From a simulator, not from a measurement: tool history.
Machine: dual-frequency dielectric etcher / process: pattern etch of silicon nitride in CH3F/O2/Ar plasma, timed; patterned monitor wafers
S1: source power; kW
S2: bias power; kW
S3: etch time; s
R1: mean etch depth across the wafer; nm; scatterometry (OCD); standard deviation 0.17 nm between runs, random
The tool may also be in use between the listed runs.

run	hour	S1	S2	S3	R1
1	0.0	0.540	0.055	38.5	28.463
2	4.5	0.600	0.056	38.5	30.099
3	8.0	0.600	0.062	38.5	31.183
4	13.8	0.600	0.062	38.5	31.158
5	22.4	0.600	0.054	38.5	29.883
6	25.6	0.600	0.048	38.5	28.682
7	30.2	0.650	0.049	38.5	29.643

What does the tool deliver on the next run?
8	32.5	0.760	0.059	38.5	?

Run 8 measured R1 33.877 nm.
